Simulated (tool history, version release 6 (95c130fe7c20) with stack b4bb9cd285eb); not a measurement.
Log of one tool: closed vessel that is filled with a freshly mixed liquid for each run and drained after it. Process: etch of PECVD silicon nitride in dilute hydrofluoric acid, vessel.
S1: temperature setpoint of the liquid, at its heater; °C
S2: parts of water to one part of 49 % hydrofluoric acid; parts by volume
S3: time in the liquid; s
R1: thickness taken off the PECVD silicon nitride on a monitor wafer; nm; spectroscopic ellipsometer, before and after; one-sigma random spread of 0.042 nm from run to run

Run 1, day 0.000: S1 21.0 °C, S2 145 parts by volume, S3 200 s. Result: R1 4.3063 nm.
Run 2, day 0.325: S1 21.0 °C, S2 165 parts by volume, S3 200 s. Result: R1 3.8509 nm.
Run 3, day 0.579: S1 22.5 °C, S2 160 parts by volume, S3 200 s. Result: R1 4.3294 nm.
Run 4, day 0.888: S1 24.0 °C, S2 155 parts by volume, S3 200 s. Result: R1 4.9383 nm.
Run 5, day 1.121: S1 24.0 °C, S2 135 parts by volume, S3 200 s. Result: R1 5.6463 nm.
At day 1.283: thermometer replaced.
Run 6, day 1.283: S1 24.0 °C, S2 95 parts by volume, S3 200 s. Result: R1 8.7201 nm.

Predict the results of run 7:
Run 7, day 1.396: S1 23.5 °C, S2 95 parts by volume, S3 200 s. Result: R1 ?.

{"run 7": {"R1": 8.483}}
